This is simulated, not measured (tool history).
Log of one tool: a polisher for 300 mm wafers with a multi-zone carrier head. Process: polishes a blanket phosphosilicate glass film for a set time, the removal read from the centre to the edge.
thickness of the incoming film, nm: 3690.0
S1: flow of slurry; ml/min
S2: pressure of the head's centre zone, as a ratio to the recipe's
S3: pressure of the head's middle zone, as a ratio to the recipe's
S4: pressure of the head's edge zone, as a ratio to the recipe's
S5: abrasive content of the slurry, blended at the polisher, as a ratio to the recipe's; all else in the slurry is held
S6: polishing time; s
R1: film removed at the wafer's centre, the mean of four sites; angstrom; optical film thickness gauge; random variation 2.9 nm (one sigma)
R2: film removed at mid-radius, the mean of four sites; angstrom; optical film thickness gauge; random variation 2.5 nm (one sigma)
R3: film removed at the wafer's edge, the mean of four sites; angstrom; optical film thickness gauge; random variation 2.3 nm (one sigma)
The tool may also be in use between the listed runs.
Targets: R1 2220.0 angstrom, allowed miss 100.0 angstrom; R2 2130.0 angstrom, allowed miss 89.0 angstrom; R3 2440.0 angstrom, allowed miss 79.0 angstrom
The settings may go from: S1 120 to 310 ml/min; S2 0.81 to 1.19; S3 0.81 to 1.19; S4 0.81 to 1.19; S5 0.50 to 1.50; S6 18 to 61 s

Run 1, hour 0.0: S1 200 ml/min, S2 1.00, S3 1.00, S4 1.00, S5 1.00, S6 39 s. Result: R1 2768.0 angstrom, R2 3056.2 angstrom, R3 2981.5 angstrom.
Run 2, hour 4.3: S1 200 ml/min, S2 1.00, S3 1.00, S4 1.00, S5 1.00, S6 31 s. Result: R1 2173.2 angstrom, R2 2476.9 angstrom, R3 2348.0 angstrom.
Run 3, hour 5.6: S1 195 ml/min, S2 1.00, S3 0.98, S4 1.01, S5 1.00, S6 31 s. Result: R1 2227.2 angstrom, R2 2362.5 angstrom, R3 2404.7 angstrom.
Run 4, hour 13.2: S1 195 ml/min, S2 1.00, S3 0.94, S4 1.01, S5 1.00, S6 31 s. Result: R1 2216.1 angstrom, R2 2288.9 angstrom, R3 2404.6 angstrom.
At hour 13.9: centre zone pressure recalibrated.
Run 5, hour 13.9: S1 170 ml/min, S2 1.00, S3 0.94, S4 1.01, S5 1.00, S6 31 s. Result: R1 2369.9 angstrom, R2 2274.2 angstrom, R3 2334.2 angstrom.
Run 6, hour 15.9: S1 135 ml/min, S2 1.00, S3 0.94, S4 1.01, S5 1.00, S6 31 s. Result: R1 2258.2 angstrom, R2 2173.9 angstrom, R3 2250.7 angstrom.
Run 7, hour 22.6: S1 140 ml/min, S2 0.99, S3 0.93, S4 1.02, S5 1.00, S6 31 s. Result: R1 2265.0 angstrom, R2 2214.6 angstrom, R3 2306.3 angstrom.
Run 8, hour 26.3: S1 145 ml/min, S2 0.99, S3 0.92, S4 1.03, S5 1.00, S6 31 s. Result: R1 2307.2 angstrom, R2 2220.5 angstrom, R3 2354.8 angstrom.
Run 9, hour 29.0: S1 150 ml/min, S2 0.98, S3 0.91, S4 1.03, S5 1.00, S6 31 s. Result: R1 2291.6 angstrom, R2 2174.7 angstrom, R3 2343.1 angstrom.
Run 10, hour 30.0: S1 155 ml/min, S2 0.97, S3 0.91, S4 1.04, S5 1.00, S6 31 s. Result: R1 2281.0 angstrom, R2 2187.3 angstrom, R3 2319.2 angstrom.

4 next moves are on the table. One of them brings every result within its allowed miss. Which?
Run A, hour 31.0: S1 215 ml/min, S2 0.94, S3 0.88, S4 1.16, S5 0.90, S6 31 s. Result: R1 ?, R2 ?, R3 ?.
Run B, hour 31.0: S1 165 ml/min, S2 1.00, S3 0.98, S4 0.94, S5 0.80, S6 34 s. Result: R1 ?, R2 ?, R3 ?.
Run C, hour 31.0: S1 125 ml/min, S2 1.04, S3 0.87, S4 1.15, S5 0.75, S6 36 s. Result: R1 ?, R2 ?, R3 ?.
Run D, hour 31.0: S1 245 ml/min, S2 0.91, S3 0.95, S4 1.11, S5 0.95, S6 28 s. Result: R1 ?, R2 ?, R3 ?.

move      R1      R2      R3
   A  2177.7  2132.1  2392.5
   B  2230.8  2254.9  2105.2
   C  2184.3  1937.6  2247.6
   D  2010.3  2162.7  2214.2
A: meets every target
B: further off than the last run
C: further off than the last run
D: further off than the last run
Move A is the one to make.
